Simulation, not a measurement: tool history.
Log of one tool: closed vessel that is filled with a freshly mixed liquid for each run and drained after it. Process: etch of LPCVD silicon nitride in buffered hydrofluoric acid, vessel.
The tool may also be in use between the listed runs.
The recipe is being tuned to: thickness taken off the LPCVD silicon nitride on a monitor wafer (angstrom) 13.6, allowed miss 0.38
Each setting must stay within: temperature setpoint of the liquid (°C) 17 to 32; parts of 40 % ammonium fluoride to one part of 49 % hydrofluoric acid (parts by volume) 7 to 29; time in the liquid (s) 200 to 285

| run | hour | temperature setpoint of the liquid (°C) | parts of 40 % ammonium fluoride to one part of 49 % hydrofluoric acid (parts by volume) | time in the liquid (s) | thickness taken off the LPCVD silicon nitride on a monitor wafer (angstrom) |
|---|---|---|---|---|---|
| 1 | 0 | 24 | 18 | 285 | 21.718 |
| 2 | 4 | 23 | 18.5 | 285 | 19.982 |
| 3 | 4.7 | 23 | 14 | 285 | 26.393 |
| 4 | 12.1 | 22 | 15 | 285 | 23.23 |
| 5 | 15.2 | 21.5 | 15.5 | 285 | 22.074 |
| 6 | 22.2 | 21.5 | 15.5 | 200 | 15.339 |
| 7 | 25.4 | 21 | 15.5 | 200 | 14.893 |
| 8 | 28.5 | 20.5 | 15.5 | 200 | 14.549 |
| 9 | 33.4 | 20 | 15.5 | 200 | 14.048 |

Consider the 4 candidate settings below. Which is the only one whose results all fall within their allowed miss of target?
| A | 38.3 | 17 | 14 | 220 | ? |
| B | 38.3 | 20 | 18 | 225 | ? |
| C | 38.3 | 20 | 16 | 215 | ? |
| D | 38.3 | 17 | 12.5 | 205 | ? |

| move | thickness taken off the LPCVD silicon nitride on a monitor wafer (angstrom) |
|---|---|
| A | 14.478 |
| B | 13.701 |
| C | 14.705 |
| D | 15.078 |
A: moves away from the targets compared with the last run
B: all results in spec
C: moves away from the targets compared with the last run
D: moves away from the targets compared with the last run
B meets every target.
